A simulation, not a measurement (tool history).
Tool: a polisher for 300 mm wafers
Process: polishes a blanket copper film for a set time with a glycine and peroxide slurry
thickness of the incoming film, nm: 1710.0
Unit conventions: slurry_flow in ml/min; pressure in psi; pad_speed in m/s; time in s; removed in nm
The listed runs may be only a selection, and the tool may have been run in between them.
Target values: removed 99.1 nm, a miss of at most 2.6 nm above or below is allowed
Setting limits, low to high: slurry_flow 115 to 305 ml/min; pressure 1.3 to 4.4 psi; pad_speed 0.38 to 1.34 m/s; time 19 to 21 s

run 1 hour=0 | slurry_flow=195 pressure=2.8 pad_speed=0.86 time=21 | removed=123.86
run 2 hour=7.4 | slurry_flow=190 pressure=2.7 pad_speed=0.86 time=21 | removed=120.89
run 3 hour=10.5 | slurry_flow=190 pressure=2.7 pad_speed=0.98 time=21 | removed=135.16
run 4 hour=15.3 | slurry_flow=185 pressure=2.5 pad_speed=0.98 time=21 | removed=126.14
run 5 hour=21.3 | slurry_flow=180 pressure=2.4 pad_speed=0.98 time=21 | removed=122.77
run 6 hour=28.9 | slurry_flow=180 pressure=2.3 pad_speed=0.98 time=21 | removed=119.27
run 7 hour=36.7 | slurry_flow=175 pressure=2.2 pad_speed=0.98 time=21 | removed=114.37
run 8 hour=42.8 | slurry_flow=170 pressure=2.1 pad_speed=0.98 time=21 | removed=110.03
run 9 hour=51.3 | slurry_flow=165 pressure=2.1 pad_speed=0.98 time=21 | removed=111.55
run 10 hour=58.2 | slurry_flow=165 pressure=2 pad_speed=0.98 time=21 | removed=106.13
run 11 hour=64.4 | slurry_flow=165 pressure=2 pad_speed=0.98 time=21 | removed=105.83
run 12 hour=67.8 | slurry_flow=160 pressure=2 pad_speed=0.98 time=21 | removed=105.63
run 13 hour=72.6 | slurry_flow=155 pressure=2 pad_speed=0.98 time=21 | removed=105.9
run 14 hour=76 | slurry_flow=145 pressure=1.7 pad_speed=0.98 time=21 | removed=94.703
run 15 hour=77.3 | slurry_flow=150 pressure=1.7 pad_speed=0.98 time=21 | removed=96.224

4 next moves are on the table. One of them brings every result within its allowed miss. Which?
run A hour=78.6 | slurry_flow=175 pressure=2 pad_speed=0.92 time=19 | removed=?
run B hour=78.6 | slurry_flow=125 pressure=1.9 pad_speed=1.14 time=19 | removed=?
run C hour=78.6 | slurry_flow=115 pressure=2.6 pad_speed=0.84 time=19 | removed=?
run D hour=78.6 | slurry_flow=170 pressure=1.8 pad_speed=1.02 time=19 | removed=?

move=A removed=93.76
move=B removed=100.16
move=C removed=94.186
move=D removed=94.731
A: its largest miss is bigger than the last run's
B: every result within its allowed miss
C: its largest miss is bigger than the last run's
D: its largest miss is bigger than the last run's
So the answer is move B, the one that meets all the targets.
